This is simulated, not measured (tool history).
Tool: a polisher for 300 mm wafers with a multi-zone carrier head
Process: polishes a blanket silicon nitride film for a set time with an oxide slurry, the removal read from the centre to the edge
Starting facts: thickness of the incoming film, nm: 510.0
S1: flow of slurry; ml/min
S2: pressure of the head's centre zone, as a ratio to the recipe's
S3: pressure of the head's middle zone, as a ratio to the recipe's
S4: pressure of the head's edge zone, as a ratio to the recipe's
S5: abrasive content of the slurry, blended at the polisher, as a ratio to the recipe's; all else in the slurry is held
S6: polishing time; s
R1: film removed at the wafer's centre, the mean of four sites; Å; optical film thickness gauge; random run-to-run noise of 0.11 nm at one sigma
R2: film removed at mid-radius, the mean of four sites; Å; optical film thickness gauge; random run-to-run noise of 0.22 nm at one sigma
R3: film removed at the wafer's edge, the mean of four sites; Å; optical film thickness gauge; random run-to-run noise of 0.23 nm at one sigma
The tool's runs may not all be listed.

run	hour	S1	S2	S3	S4	S5	S6	R1	R2	R3
1	0.0	150	1.00	1.00	1.00	1.00	36	183.78	177.94	180.62
2	5.0	150	1.00	1.00	1.00	1.10	36	188.18	178.86	188.12
3	13.1	185	1.00	1.00	1.00	1.10	36	193.17	191.84	195.36
4	19.1	185	0.96	1.00	1.00	1.10	36	188.33	190.10	191.65
5	21.4	175	0.91	1.00	1.02	1.00	36	174.73	185.87	176.90
6	29.9	175	0.91	1.04	1.02	1.00	36	174.82	188.02	186.82
7	36.0	160	0.89	1.04	1.04	0.95	36	163.12	182.91	181.15
8	41.4	145	0.88	1.01	1.05	0.95	36	160.35	170.28	183.16

What will run 9 give?
9	44.8	140	0.86	1.00	1.02	0.90	36	?	?	?

{"run 9": {"R1": 153.06, "R2": 168.77, "R3": 176.46}}
